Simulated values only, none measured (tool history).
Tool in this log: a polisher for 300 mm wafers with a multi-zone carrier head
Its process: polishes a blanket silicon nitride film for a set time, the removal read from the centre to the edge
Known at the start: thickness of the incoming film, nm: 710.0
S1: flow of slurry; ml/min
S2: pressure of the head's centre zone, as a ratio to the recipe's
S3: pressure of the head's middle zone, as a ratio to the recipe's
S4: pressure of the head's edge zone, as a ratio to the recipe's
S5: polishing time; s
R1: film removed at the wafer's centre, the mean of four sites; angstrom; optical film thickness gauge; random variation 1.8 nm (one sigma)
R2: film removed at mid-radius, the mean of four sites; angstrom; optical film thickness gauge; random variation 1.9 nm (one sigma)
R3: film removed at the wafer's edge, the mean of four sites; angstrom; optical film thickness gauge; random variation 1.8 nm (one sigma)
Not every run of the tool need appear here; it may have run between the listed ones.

run,hour,S1,S2,S3,S4,S5,R1,R2,R3
1,0.0,155,1.00,1.00,1.00,44,1079.0,1088.8,1080.4
2,4.9,160,0.99,0.99,1.02,45,1128.9,1111.8,1146.9
3,10.1,165,0.98,1.00,1.04,45,1123.7,1082.8,1149.6
4,19.1,165,0.97,1.01,1.05,46,1120.3,1110.7,1200.8
5,22.6,135,0.97,1.01,1.05,46,1086.0,1069.7,1158.1
6,26.7,135,0.97,1.04,1.05,46,1074.1,1141.1,1146.7
7,30.1,140,0.97,1.04,1.07,47,1111.4,1169.5,1206.9
8,38.7,145,0.97,1.04,1.09,47,1119.2,1188.3,1241.8

Run 9 has not been measured yet. What should we expect?
9,39.9,150,0.98,1.04,1.10,47,?,?,?

For run 9 the tool returned R1 1160.1 angstrom, R2 1153.7 angstrom, R3 1231.9 angstrom.
